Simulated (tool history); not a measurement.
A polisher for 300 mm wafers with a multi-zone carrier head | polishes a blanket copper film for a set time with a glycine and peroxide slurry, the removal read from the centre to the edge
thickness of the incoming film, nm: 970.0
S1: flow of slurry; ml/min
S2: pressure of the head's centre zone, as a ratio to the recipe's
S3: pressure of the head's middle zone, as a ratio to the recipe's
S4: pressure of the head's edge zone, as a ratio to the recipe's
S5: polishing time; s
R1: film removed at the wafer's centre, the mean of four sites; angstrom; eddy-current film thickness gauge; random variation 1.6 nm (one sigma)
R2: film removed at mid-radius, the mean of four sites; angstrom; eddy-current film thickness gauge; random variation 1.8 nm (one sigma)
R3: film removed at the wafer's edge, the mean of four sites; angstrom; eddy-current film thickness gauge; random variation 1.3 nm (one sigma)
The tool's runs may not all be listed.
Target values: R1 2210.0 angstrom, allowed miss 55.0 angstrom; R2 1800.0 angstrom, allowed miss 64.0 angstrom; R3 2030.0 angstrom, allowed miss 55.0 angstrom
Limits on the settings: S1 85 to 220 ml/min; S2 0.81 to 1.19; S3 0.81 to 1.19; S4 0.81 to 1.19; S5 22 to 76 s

| run | hour | S1 | S2 | S3 | S4 | S5 | R1 | R2 | R3 |
|---|---|---|---|---|---|---|---|---|---|
| 1 | 0.0 | 140 | 1.00 | 1.00 | 1.00 | 49 | 3487.2 | 3168.4 | 3105.6 |
| 2 | 8.4 | 140 | 1.00 | 1.00 | 1.00 | 55 | 3871.5 | 3559.4 | 3468.9 |
| 3 | 13.8 | 160 | 1.00 | 1.00 | 1.00 | 55 | 3983.2 | 3601.3 | 3522.6 |
| 4 | 18.6 | 160 | 1.07 | 1.00 | 1.00 | 55 | 4270.9 | 3652.2 | 3544.4 |
| 5 | 20.7 | 160 | 1.07 | 1.00 | 1.00 | 50 | 3797.2 | 3304.0 | 3209.0 |
| 6 | 23.4 | 145 | 1.04 | 0.94 | 0.97 | 44 | 3290.2 | 2761.6 | 2793.8 |
| 7 | 32.2 | 145 | 1.04 | 0.94 | 0.97 | 44 | 3246.9 | 2703.7 | 2784.2 |
| 8 | 40.3 | 135 | 1.00 | 0.90 | 0.94 | 40 | 2837.0 | 2410.3 | 2475.0 |
|  | 47.2 | centre zone pressure recalibrated |
| 9 | 47.2 | 125 | 0.99 | 0.87 | 0.94 | 37 | 2300.7 | 2125.9 | 2284.2 |
| 10 | 49.9 | 125 | 0.99 | 0.87 | 0.94 | 37 | 2304.7 | 2102.6 | 2269.5 |
| 11 | 50.7 | 90 | 1.06 | 0.81 | 0.88 | 34 | 2133.7 | 1707.3 | 1952.3 |
| 12 | 55.6 | 95 | 1.06 | 0.81 | 0.89 | 34 | 2159.7 | 1737.8 | 1974.8 |

4 next moves are on the table. One of them brings every result within its allowed miss. Which?
| A | 60.5 | 85 | 1.10 | 0.81 | 0.90 | 32 | ? | ? | ? |
| B | 60.5 | 100 | 1.05 | 0.86 | 0.89 | 33 | ? | ? | ? |
| C | 60.5 | 90 | 1.10 | 0.84 | 0.95 | 34 | ? | ? | ? |
| D | 60.5 | 85 | 1.12 | 0.81 | 0.91 | 33 | ? | ? | ? |

| move | R1 | R2 | R3 |
|---|---|---|---|
| A | 2048.9 | 1605.5 | 1849.6 |
| B | 2080.2 | 1782.4 | 1928.5 |
| C | 2199.2 | 1772.5 | 2025.4 |
| D | 2149.3 | 1655.5 | 1916.9 |
A: the biggest miss grows against the last run
B: the biggest miss grows against the last run
C: all results in spec
D: the biggest miss grows against the last run
C is the move that brings every result within its allowed miss.

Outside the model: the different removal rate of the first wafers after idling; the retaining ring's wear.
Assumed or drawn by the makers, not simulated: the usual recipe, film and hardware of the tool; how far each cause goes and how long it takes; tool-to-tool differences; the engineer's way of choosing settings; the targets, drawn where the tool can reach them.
